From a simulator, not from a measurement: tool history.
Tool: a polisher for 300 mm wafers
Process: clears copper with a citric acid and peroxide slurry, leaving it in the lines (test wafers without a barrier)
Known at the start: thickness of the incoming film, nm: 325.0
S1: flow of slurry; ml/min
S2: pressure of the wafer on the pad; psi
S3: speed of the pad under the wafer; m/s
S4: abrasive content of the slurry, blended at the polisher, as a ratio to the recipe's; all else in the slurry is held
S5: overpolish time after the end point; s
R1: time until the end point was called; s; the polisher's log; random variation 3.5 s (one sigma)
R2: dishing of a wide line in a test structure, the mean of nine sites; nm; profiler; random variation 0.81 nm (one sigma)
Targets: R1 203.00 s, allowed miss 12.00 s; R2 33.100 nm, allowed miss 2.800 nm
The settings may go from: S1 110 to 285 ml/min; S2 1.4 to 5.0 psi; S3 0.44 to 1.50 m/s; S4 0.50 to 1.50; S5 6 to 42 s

Run 1, day 0.000: S1 180 ml/min, S2 3.2 psi, S3 0.96 m/s, S4 1.00, S5 21 s. Result: R1 118.03 s, R2 36.173 nm.
Run 2, day 0.121: S1 180 ml/min, S2 2.8 psi, S3 0.94 m/s, S4 1.00, S5 23 s. Result: R1 135.44 s, R2 35.230 nm.
Run 3, day 0.238: S1 180 ml/min, S2 2.2 psi, S3 0.94 m/s, S4 1.00, S5 23 s. Result: R1 156.64 s, R2 29.577 nm.
Run 4, day 0.425: S1 180 ml/min, S2 2.9 psi, S3 0.94 m/s, S4 1.00, S5 23 s. Result: R1 124.18 s, R2 36.049 nm.
Run 5, day 0.567: S1 180 ml/min, S2 2.6 psi, S3 0.92 m/s, S4 1.00, S5 25 s. Result: R1 139.10 s, R2 33.897 nm.
Run 6, day 0.846: S1 175 ml/min, S2 2.3 psi, S3 0.88 m/s, S4 1.00, S5 28 s. Result: R1 164.53 s, R2 33.307 nm.
Run 7, day 1.021: S1 170 ml/min, S2 2.2 psi, S3 0.88 m/s, S4 1.00, S5 29 s. Result: R1 171.63 s, R2 34.086 nm.
Run 8, day 1.392: S1 165 ml/min, S2 1.6 psi, S3 0.86 m/s, S4 1.00, S5 32 s. Result: R1 223.95 s, R2 29.101 nm.
Run 9, day 1.742: S1 170 ml/min, S2 1.6 psi, S3 0.86 m/s, S4 1.00, S5 32 s. Result: R1 218.15 s, R2 27.745 nm.

5 next moves are on the table. One of them brings every result within its allowed miss. Which?
Run A, day 2.092: S1 215 ml/min, S2 2.1 psi, S3 0.72 m/s, S4 0.90, S5 35 s. Result: R1 ?, R2 ?.
Run B, day 2.092: S1 180 ml/min, S2 1.4 psi, S3 0.88 m/s, S4 0.95, S5 31 s. Result: R1 ?, R2 ?.
Run C, day 2.092: S1 170 ml/min, S2 2.1 psi, S3 0.98 m/s, S4 0.90, S5 24 s. Result: R1 ?, R2 ?.
Run D, day 2.092: S1 205 ml/min, S2 2.2 psi, S3 0.88 m/s, S4 0.75, S5 21 s. Result: R1 ?, R2 ?.
Run E, day 2.092: S1 195 ml/min, S2 1.6 psi, S3 0.70 m/s, S4 1.20, S5 42 s. Result: R1 ?, R2 ?.

move      R1      R2
   A  201.01  34.599
   B  241.65  26.741
   C  164.93  30.031
   D  174.28  25.812
   E  242.29  34.065
A: meets every target
B: further off than the last run
C: further off than the last run
D: further off than the last run
E: brings the result that was furthest off to its target, and leaves another outside
Move A is the one to make.
